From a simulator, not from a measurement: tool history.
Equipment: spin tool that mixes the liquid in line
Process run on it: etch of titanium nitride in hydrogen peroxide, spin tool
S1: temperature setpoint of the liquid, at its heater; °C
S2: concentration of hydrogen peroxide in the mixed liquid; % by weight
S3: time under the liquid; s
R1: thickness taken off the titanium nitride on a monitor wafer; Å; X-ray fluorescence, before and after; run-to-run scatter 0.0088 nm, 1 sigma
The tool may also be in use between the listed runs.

run    day    S1    S2  S3      R1
  1  0.000  56.0  16.5  15  19.863
  2  0.100  54.5  16.5  15  18.318
  3  0.450  54.5  18.5  15  18.537
  4  0.583  53.0  18.5  15  16.506
     0.704  -- peroxide flow meter replaced
  5  0.704  52.0  18.5  15  15.367
  6  1.058  52.0  20.5  15  15.533
  7  1.383  51.5  20.5  15  15.185

Forecast run 8:
  8  1.754  51.0  20.5  15   ?

{"run 8": {"R1": 14.571}}
